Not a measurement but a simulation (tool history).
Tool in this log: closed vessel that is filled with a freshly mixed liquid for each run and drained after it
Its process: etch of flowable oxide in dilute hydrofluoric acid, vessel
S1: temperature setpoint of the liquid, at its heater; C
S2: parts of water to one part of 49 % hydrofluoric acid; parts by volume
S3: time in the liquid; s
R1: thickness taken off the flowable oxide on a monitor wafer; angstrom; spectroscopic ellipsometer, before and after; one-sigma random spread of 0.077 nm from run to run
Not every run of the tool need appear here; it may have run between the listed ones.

run    day    S1   S2  S3      R1
  1      0    20  240  75  103.06
  2  0.288    20  320  75  71.941
  3  0.383  21.5  320  75  76.435
  4  0.679  23.5  270  75  101.83
  5  0.821  26.5  270  75  112.64
  6  0.892    27  235  75     137
  7  1.188  27.5  215  75  155.78
  8  1.571  27.5  215  75  156.27
  9  1.633  27.5  205  75  166.37
 10  1.717  27.5  200  75  170.82

For run 11, what comes out?
 11  1.933  27.5  195  75   ?

Run 11 gave R1 175.79 angstrom.
